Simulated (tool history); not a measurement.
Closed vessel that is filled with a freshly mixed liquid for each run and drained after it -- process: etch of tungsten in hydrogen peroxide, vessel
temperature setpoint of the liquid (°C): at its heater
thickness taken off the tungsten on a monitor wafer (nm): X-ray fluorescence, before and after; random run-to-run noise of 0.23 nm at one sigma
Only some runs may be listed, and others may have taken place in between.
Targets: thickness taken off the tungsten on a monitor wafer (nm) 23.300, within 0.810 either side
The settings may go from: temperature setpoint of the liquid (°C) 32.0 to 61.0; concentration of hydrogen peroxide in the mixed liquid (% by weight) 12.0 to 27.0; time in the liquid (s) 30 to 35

run	hour	temperature setpoint of the liquid (°C)	concentration of hydrogen peroxide in the mixed liquid (% by weight)	time in the liquid (s)	thickness taken off the tungsten on a monitor wafer (nm)
1	0.0	45.0	18.0	35	32.760
2	9.0	44.5	18.0	35	32.118
3	14.1	50.0	18.0	35	45.008
4	18.1	43.0	18.0	35	28.548
5	25.3	42.5	18.0	35	28.084
6	33.2	42.5	20.5	35	30.221
# hour 41.3: peroxide flow meter replaced
7	41.3	42.0	20.5	35	30.544
8	49.8	41.5	20.5	35	30.110

Which one of the following 5 next-run settings gets every result inside its allowed miss? There is exactly one.
A	58.3	42.0	18.0	30	?
B	58.3	39.5	18.0	30	?
C	58.3	42.5	12.5	30	?
D	58.3	37.5	21.0	35	?
E	58.3	38.5	20.5	30	?

move	thickness taken off the tungsten on a monitor wafer (nm)
A	24.572
B	20.898
C	21.144
D	23.091
E	20.888
A: better than the last run, though not everything is in spec
B: the result that was furthest off in the last run now lies on the other side of its target
C: the result that was furthest off in the last run now lies on the other side of its target
D: each result inside its tolerance
E: the result that was furthest off in the last run now lies on the other side of its target
So the answer is move D, the one that meets all the targets.
